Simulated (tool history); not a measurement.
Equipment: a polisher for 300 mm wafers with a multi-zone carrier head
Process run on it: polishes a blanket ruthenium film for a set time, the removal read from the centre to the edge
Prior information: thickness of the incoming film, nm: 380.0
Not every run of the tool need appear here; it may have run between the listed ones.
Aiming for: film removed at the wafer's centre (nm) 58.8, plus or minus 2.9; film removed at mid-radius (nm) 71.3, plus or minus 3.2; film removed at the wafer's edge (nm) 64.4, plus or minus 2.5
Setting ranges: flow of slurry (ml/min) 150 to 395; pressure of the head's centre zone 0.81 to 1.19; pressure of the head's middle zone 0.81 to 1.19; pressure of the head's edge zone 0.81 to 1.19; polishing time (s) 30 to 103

run  hour  flow of slurry (ml/min)  pressure of the head's centre zone  pressure of the head's middle zone  pressure of the head's edge zone  polishing time (s)  film removed at the wafer's centre (nm)  film removed at mid-radius (nm)  film removed at the wafer's edge (nm)
  1     0                      250                                   1                                   1                                 1                  66                                   74.986                           76.496                                 78.134
  2   8.6                      245                                0.97                                1.02                              0.97                  64                                    73.03                           74.001                                 75.645
  3  12.7                      195                                0.97                                1.02                              0.97                  64                                   70.134                            73.73                                   72.7
  4  18.2                      180                                0.94                                1.05                              0.97                  62                                   63.523                           71.694                                 68.869
  5  24.9                      175                                0.93                                1.07                              0.96                  61                                   61.283                           69.984                                 67.722
  6  26.7                      175                                0.93                                1.07                              0.96                  71                                   71.907                           80.086                                 79.212
  7  33.7                      170                                0.92                                1.09                              0.94                  68                                   66.572                           77.642                                 74.524
  8    41                      165                                0.92                                 1.1                              0.92                  66                                   63.743                           75.449                                 69.968
  9  44.3                      165                                0.91                                 1.1                               0.9                  65                                   63.974                           74.721                                 69.108
 10  49.6                      165                                 0.9                                 1.1                              0.89                  64                                   60.877                           73.749                                 67.916

Next run, 5 choices. One meets every target within its allowed miss, the rest don't. Which?
  A  54.9                      150                                0.98                                1.11                              0.81                  64                                        ?                                ?                                      ?
  B  54.9                      200                                0.83                                1.13                              0.92                  65                                        ?                                ?                                      ?
  C  54.9                      150                                0.86                                1.16                              1.03                  65                                        ?                                ?                                      ?
  D  54.9                      155                                0.95                                1.19                              0.96                  60                                        ?                                ?                                      ?
  E  54.9                      160                                0.88                                0.87                              0.93                  69                                        ?                                ?                                      ?

move  film removed at the wafer's centre (nm)  film removed at mid-radius (nm)  film removed at the wafer's edge (nm)
   A                                   65.134                           72.038                                 63.404
   B                                   59.713                           78.367                                 71.118
   C                                   58.001                           75.026                                 71.932
   D                                   59.719                           70.792                                 64.525
   E                                   64.001                           69.353                                 73.682
A: brings the last run's worst result on target, with another outside its allowed miss
B: moves away from the targets compared with the last run
C: moves away from the targets compared with the last run
D: all results in spec
E: moves away from the targets compared with the last run
Move D is the one to make.
